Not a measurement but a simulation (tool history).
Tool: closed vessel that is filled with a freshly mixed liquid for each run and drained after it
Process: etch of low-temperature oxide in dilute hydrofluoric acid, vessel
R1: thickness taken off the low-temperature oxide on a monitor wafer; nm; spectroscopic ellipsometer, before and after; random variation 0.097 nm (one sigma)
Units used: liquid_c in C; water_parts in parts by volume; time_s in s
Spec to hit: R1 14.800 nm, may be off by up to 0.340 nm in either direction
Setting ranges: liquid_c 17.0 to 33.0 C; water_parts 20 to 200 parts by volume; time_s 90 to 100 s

{"run": 1, "hour": 0.0, "liquid_c": 25.0, "water_parts": 110, "time_s": 90, "R1": 17.559}
{"run": 2, "hour": 7.2, "liquid_c": 25.0, "water_parts": 110, "time_s": 90, "R1": 17.366}
{"run": 3, "hour": 10.6, "liquid_c": 24.0, "water_parts": 110, "time_s": 90, "R1": 16.753}
{"run": 4, "hour": 16.7, "liquid_c": 24.0, "water_parts": 110, "time_s": 100, "R1": 18.711}
{"run": 5, "hour": 24.6, "liquid_c": 25.0, "water_parts": 110, "time_s": 100, "R1": 19.484}
{"run": 6, "hour": 32.5, "liquid_c": 25.0, "water_parts": 110, "time_s": 90, "R1": 17.516}
{"run": 7, "hour": 37.0, "liquid_c": 24.0, "water_parts": 110, "time_s": 90, "R1": 16.952}
{"run": 8, "hour": 38.5, "liquid_c": 23.0, "water_parts": 110, "time_s": 90, "R1": 16.063}

Exercise: of the 4 proposed moves below, exactly one satisfies all targets within the stated allowed misses. Which move is it?
{"run": "A", "hour": 40.0, "liquid_c": 23.5, "water_parts": 115, "time_s": 90, "R1": "?"}
{"run": "B", "hour": 40.0, "liquid_c": 24.5, "water_parts": 125, "time_s": 90, "R1": "?"}
{"run": "C", "hour": 40.0, "liquid_c": 21.5, "water_parts": 95, "time_s": 90, "R1": "?"}
{"run": "D", "hour": 40.0, "liquid_c": 24.5, "water_parts": 120, "time_s": 90, "R1": "?"}

move=A R1=15.796
move=B R1=14.932
move=C R1=18.070
move=D R1=15.648
A: nearer than the last run, and not there yet
B: in spec on every target
C: the biggest miss grows against the last run
D: nearer than the last run, and not there yet
The move that meets every target is B.

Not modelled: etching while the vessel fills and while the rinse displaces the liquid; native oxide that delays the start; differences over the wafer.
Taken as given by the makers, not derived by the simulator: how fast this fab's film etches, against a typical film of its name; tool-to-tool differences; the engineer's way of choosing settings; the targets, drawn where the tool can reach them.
